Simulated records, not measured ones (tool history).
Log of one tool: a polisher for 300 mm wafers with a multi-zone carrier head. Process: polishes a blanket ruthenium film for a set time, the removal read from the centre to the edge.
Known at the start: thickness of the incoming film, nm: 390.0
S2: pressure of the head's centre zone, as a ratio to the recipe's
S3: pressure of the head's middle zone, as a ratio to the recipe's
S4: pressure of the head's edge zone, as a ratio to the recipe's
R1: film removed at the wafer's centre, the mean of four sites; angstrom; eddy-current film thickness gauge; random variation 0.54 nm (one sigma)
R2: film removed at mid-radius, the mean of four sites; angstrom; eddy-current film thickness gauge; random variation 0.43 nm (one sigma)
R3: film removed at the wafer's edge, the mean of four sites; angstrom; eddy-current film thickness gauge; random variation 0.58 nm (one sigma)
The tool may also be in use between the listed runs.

run 1 hour=0.0 | flow_of_slurry_(ml/min)=230 S2=1.00 S3=1.00 S4=1.00 polishing_time_(s)=68 | R1=483.06 R2=514.93 R3=514.93
run 2 hour=5.6 | flow_of_slurry_(ml/min)=230 S2=1.04 S3=0.96 S4=0.96 polishing_time_(s)=64 | R1=472.99 R2=467.54 R3=475.19
run 3 hour=14.2 | flow_of_slurry_(ml/min)=230 S2=1.07 S3=0.93 S4=0.93 polishing_time_(s)=62 | R1=467.80 R2=433.44 R3=440.99
run 4 hour=20.3 | flow_of_slurry_(ml/min)=230 S2=1.00 S3=0.93 S4=0.93 polishing_time_(s)=62 | R1=440.44 R2=433.35 R3=459.87
-- hour=24.7 slurry nozzle cleaned
run 5 hour=24.7 | flow_of_slurry_(ml/min)=225 S2=1.04 S3=0.91 S4=0.90 polishing_time_(s)=61 | R1=485.99 R2=444.64 R3=464.30
run 6 hour=26.1 | flow_of_slurry_(ml/min)=225 S2=1.08 S3=0.90 S4=0.92 polishing_time_(s)=60 | R1=483.21 R2=431.42 R3=449.07
run 7 hour=34.4 | flow_of_slurry_(ml/min)=225 S2=1.10 S3=0.89 S4=0.91 polishing_time_(s)=57 | R1=473.55 R2=412.07 R3=434.36

Run 8 comes next. What will it give?
run 8 hour=39.0 | flow_of_slurry_(ml/min)=215 S2=1.15 S3=0.85 S4=0.81 polishing_time_(s)=52 | R1=? R2=? R3=?

Run 8 gave R1 445.40 angstrom, R2 360.89 angstrom, R3 369.42 angstrom.

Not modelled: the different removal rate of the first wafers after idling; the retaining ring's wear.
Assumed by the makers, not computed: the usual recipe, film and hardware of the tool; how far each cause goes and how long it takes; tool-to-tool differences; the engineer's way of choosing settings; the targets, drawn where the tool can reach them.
